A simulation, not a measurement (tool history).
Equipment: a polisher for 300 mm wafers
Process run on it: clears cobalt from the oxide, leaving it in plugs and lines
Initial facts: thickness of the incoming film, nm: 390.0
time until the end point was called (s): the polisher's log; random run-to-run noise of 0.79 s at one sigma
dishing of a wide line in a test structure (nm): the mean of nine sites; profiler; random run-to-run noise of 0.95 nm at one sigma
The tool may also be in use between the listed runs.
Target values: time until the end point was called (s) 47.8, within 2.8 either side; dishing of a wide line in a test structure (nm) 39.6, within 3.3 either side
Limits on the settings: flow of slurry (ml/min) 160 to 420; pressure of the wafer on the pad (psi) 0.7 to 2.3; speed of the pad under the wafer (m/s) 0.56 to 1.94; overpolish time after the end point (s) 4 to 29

| run | day | flow of slurry (ml/min) | pressure of the wafer on the pad (psi) | speed of the pad under the wafer (m/s) | overpolish time after the end point (s) | time until the end point was called (s) | dishing of a wide line in a test structure (nm) |
|---|---|---|---|---|---|---|---|
| 1 | 0 | 270 | 1.5 | 1.24 | 15 | 84.047 | 31.833 |
| 2 | 0.358 | 270 | 1.1 | 1.24 | 15 | 112.86 | 29.238 |
| 3 | 0.683 | 270 | 1.4 | 1.26 | 15 | 87.986 | 31.565 |
| 4 | 0.804 | 270 | 1.4 | 1.26 | 21 | 90.45 | 34.083 |
| 5 | 1.138 | 270 | 1.6 | 1.28 | 20 | 73.894 | 36.234 |
| 6 | 1.438 | 270 | 1.7 | 1.28 | 19 | 73.53 | 35.34 |
| 7 | 1.592 | 270 | 1.7 | 1.28 | 19 | 71.363 | 35.836 |
| 8 | 1.842 | 270 | 1.8 | 1.3 | 19 | 67.779 | 35.004 |
| 9 | 1.917 | 270 | 1.9 | 1.32 | 20 | 64.292 | 37.74 |
| 10 | 2.054 | 270 | 2 | 1.36 | 19 | 60.184 | 36.921 |
| 11 | 2.129 | 270 | 2.1 | 1.4 | 19 | 55.633 | 38.486 |
| 12 | 2.471 | 270 | 2.1 | 1.4 | 19 | 55.843 | 39.046 |
| 13 | 2.492 | 270 | 2.1 | 1.42 | 18 | 52.73 | 37.301 |
| 14 | 2.629 | 270 | 2.2 | 1.44 | 19 | 50.43 | 38.682 |

Below are 4 possible settings for the next run. Only one of them brings all results inside the allowed miss of their targets. Which is it?
| A | 2.767 | 235 | 2.3 | 1.48 | 10 | ? | ? |
| B | 2.767 | 300 | 2 | 1.52 | 16 | ? | ? |
| C | 2.767 | 240 | 2.2 | 1.54 | 19 | ? | ? |
| D | 2.767 | 255 | 2.3 | 1.52 | 9 | ? | ? |

| move | time until the end point was called (s) | dishing of a wide line in a test structure (nm) |
|---|---|---|
| A | 48.067 | 32.755 |
| B | 52.155 | 36.278 |
| C | 48.226 | 37.571 |
| D | 46.441 | 31.938 |
A: corrects the largest miss of the last run, while another result sits out of spec
B: misses by more than the last run did
C: each result inside its tolerance
D: corrects the largest miss of the last run, while another result sits out of spec
Answer: C
